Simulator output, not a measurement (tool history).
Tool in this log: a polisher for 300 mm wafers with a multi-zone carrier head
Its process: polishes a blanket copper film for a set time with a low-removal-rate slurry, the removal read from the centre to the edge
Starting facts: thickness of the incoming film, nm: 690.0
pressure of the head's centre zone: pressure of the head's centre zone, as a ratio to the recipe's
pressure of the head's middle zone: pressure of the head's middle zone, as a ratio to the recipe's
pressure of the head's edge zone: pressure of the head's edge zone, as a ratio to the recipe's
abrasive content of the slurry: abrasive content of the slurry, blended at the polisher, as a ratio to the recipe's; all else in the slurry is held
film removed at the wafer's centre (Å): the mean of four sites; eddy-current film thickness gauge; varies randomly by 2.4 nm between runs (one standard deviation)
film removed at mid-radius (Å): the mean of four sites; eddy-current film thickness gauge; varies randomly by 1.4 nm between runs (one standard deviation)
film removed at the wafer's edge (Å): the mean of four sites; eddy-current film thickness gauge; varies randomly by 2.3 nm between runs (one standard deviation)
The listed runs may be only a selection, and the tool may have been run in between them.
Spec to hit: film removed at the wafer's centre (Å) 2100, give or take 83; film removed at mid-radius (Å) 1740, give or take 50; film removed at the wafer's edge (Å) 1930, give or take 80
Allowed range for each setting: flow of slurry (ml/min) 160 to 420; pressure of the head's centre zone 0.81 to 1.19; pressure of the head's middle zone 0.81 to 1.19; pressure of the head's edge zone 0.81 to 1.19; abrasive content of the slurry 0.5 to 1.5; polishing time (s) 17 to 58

run	day	flow of slurry (ml/min)	pressure of the head's centre zone	pressure of the head's middle zone	pressure of the head's edge zone	abrasive content of the slurry	polishing time (s)	film removed at the wafer's centre (Å)	film removed at mid-radius (Å)	film removed at the wafer's edge (Å)
1	0	270	1	1	1	1	37	1497.4	1490.6	1480.1
2	0.054	270	1	1.08	1	1	37	1513.8	1597.4	1462
3	0.262	270	1	1.08	1	1	46	1870.7	2009.6	1846.5
4	0.475	330	1	1.08	1	1	46	1910.5	2050.4	1855.8
5	0.688	330	0.95	1.08	1	1	46	1860.8	2041.6	1864.6
6	0.808	335	1	1.01	1	1	46	1924.1	1905.7	1857.6
# day 1.125: centre zone pressure recalibrated
7	1.125	335	1.03	0.98	1.01	1	46	1860.4	1867.9	1891.8
8	1.217	335	1.06	0.93	0.97	1.1	46	1971.6	1807.9	1859.4
9	1.588	335	1.09	0.91	0.98	1.15	46	1987.7	1798.4	1881.5
10	1.658	335	1.09	0.91	0.98	1.15	46	2052	1803.7	1909.8

Which one of the following 5 next-run settings gets every result inside its allowed miss? There is exactly one.
A	1.729	335	1.08	0.89	1.01	1.2	48	?	?	?
B	1.729	340	1.05	0.93	0.95	1.25	47	?	?	?
C	1.729	290	1.15	0.87	1	1.25	46	?	?	?
D	1.729	325	1.1	0.99	0.94	1.3	45	?	?	?
E	1.729	270	1.14	0.98	0.92	1.05	48	?	?	?

move	film removed at the wafer's centre (Å)	film removed at mid-radius (Å)	film removed at the wafer's edge (Å)
A	2095.7	1859.3	2032.3
B	2021.6	1903.1	1945.6
C	2094.2	1733.9	1929.5
D	2014.4	1923.6	1857.4
E	2096.4	1931.3	1871.4
A: misses by more than the last run did
B: misses by more than the last run did
C: in spec on every target
D: misses by more than the last run did
E: misses by more than the last run did
Move C is the one to make.
